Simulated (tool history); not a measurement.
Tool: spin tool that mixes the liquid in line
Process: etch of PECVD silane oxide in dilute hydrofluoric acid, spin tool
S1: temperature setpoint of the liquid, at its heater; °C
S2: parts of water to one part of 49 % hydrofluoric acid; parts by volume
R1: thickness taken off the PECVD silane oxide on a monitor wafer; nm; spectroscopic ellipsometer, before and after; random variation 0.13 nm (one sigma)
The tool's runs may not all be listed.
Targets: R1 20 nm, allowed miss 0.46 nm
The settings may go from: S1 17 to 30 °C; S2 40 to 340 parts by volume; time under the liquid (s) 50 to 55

{"run": 1, "hour": 0.0, "S1": 22, "S2": 190, "time under the liquid (s)": 50, "R1": 6.4732}
{"run": 2, "hour": 2.1, "S1": 22, "S2": 135, "time under the liquid (s)": 50, "R1": 9.4789}
{"run": 3, "hour": 5.3, "S1": 20, "S2": 135, "time under the liquid (s)": 50, "R1": 8.7818}
{"run": 4, "hour": 7.7, "S1": 22.5, "S2": 120, "time under the liquid (s)": 50, "R1": 11.263}
{"run": 5, "hour": 16.5, "S1": 24.5, "S2": 115, "time under the liquid (s)": 50, "R1": 12.632}
{"run": 6, "hour": 17.6, "S1": 26, "S2": 110, "time under the liquid (s)": 50, "R1": 14.146}
{"run": 7, "hour": 18.3, "S1": 27, "S2": 105, "time under the liquid (s)": 50, "R1": 15.412}
{"run": 8, "hour": 21.0, "S1": 27, "S2": 105, "time under the liquid (s)": 50, "R1": 15.514}
{"run": 9, "hour": 25.2, "S1": 27.5, "S2": 100, "time under the liquid (s)": 50, "R1": 16.637}
{"run": 10, "hour": 29.3, "S1": 28, "S2": 100, "time under the liquid (s)": 50, "R1": 17.108}
{"run": 11, "hour": 34.5, "S1": 28.5, "S2": 100, "time under the liquid (s)": 50, "R1": 17.24}
{"run": 12, "hour": 42.3, "S1": 29, "S2": 95, "time under the liquid (s)": 50, "R1": 18.625}
{"run": 13, "hour": 45.5, "S1": 29.5, "S2": 95, "time under the liquid (s)": 50, "R1": 18.895}
{"run": 14, "hour": 48.2, "S1": 30, "S2": 90, "time under the liquid (s)": 50, "R1": 20.86}

5 next moves are on the table. One of them brings every result within its allowed miss. Which?
{"run": "A", "hour": 50.9, "S1": 30, "S2": 105, "time under the liquid (s)": 55, "R1": "?"}
{"run": "B", "hour": 50.9, "S1": 28, "S2": 80, "time under the liquid (s)": 50, "R1": "?"}
{"run": "C", "hour": 50.9, "S1": 30, "S2": 100, "time under the liquid (s)": 55, "R1": "?"}
{"run": "D", "hour": 50.9, "S1": 28, "S2": 85, "time under the liquid (s)": 55, "R1": "?"}
{"run": "E", "hour": 50.9, "S1": 29.5, "S2": 85, "time under the liquid (s)": 50, "R1": "?"}

move=A R1=19.209
move=B R1=21.995
move=C R1=20.312
move=D R1=22.613
move=E R1=21.777
A: takes the result that was furthest off past its target
B: further off than the last run
C: meets every target
D: further off than the last run
E: further off than the last run
Answer: C
